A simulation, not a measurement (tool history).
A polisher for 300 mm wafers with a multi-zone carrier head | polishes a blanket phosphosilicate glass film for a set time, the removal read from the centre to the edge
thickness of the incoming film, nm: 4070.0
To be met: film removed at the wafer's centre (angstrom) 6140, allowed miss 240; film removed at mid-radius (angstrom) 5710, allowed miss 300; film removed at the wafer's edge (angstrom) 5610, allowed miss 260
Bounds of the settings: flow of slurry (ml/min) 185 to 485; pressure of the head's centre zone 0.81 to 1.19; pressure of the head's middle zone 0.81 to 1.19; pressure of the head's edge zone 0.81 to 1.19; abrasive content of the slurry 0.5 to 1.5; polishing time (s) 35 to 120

run	hour	flow of slurry (ml/min)	pressure of the head's centre zone	pressure of the head's middle zone	pressure of the head's edge zone	abrasive content of the slurry	polishing time (s)	film removed at the wafer's centre (angstrom)	film removed at mid-radius (angstrom)	film removed at the wafer's edge (angstrom)
1	0	310	1	1	1	1	77	8247	7278.4	7514.4
2	7.2	310	1	1	1	0.9	77	7975.7	6883.8	7088.9
3	9.7	310	0.97	1	0.98	0.8	77	7069.5	6447.9	6294.4
4	18.3	310	0.95	0.98	0.96	0.8	77	6983.5	6421.6	6397
5	25.1	255	0.95	0.98	0.96	0.8	77	6815.7	6088.1	6380.6
# hour 33: centre zone pressure recalibrated
6	33	255	0.89	0.98	0.96	0.8	77	5816.8	6196	6452.2
7	40.6	255	0.89	0.98	0.96	0.8	77	5923.5	6120.1	6337.1
8	46.9	265	0.99	0.97	0.86	0.65	76	5718.7	5203.9	5214.1
9	48.6	265	0.99	0.97	0.86	0.65	76	5608.7	5196.2	5168
10	56.9	275	1.03	1.02	0.93	0.75	76	6359.2	5995.4	5907
11	61.2	275	1.03	1.02	0.92	0.75	76	6459.9	5924.7	5878.5
12	65.8	275	1.03	1.02	0.91	0.75	76	6518.1	6042.3	5800.8
13	70.2	265	1.03	1.02	0.9	0.75	76	6474.4	5922.1	5918.2
14	73	270	1.02	1.02	0.89	0.75	76	6274.6	6075.7	5746.1

Which of these 5 next moves meets every target?
A	75.8	185	1.05	1.06	0.92	0.65	83	?	?	?
B	75.8	395	1.05	1.14	0.81	0.7	72	?	?	?
C	75.8	330	0.99	1.12	0.82	0.65	81	?	?	?
D	75.8	375	1.02	1.02	0.93	0.8	73	?	?	?
E	75.8	210	1.04	1.16	0.81	0.55	93	?	?	?

move	film removed at the wafer's centre (angstrom)	film removed at mid-radius (angstrom)	film removed at the wafer's edge (angstrom)
A	6119.9	5807.2	5642
B	6222.9	6165.7	5224.9
C	6157.9	6401.2	5546.4
D	6644.1	6245.9	6134.4
E	6135.9	6270.2	5336.5
A: meets every target
B: further off than the last run
C: further off than the last run
D: further off than the last run
E: further off than the last run
The right move is A.
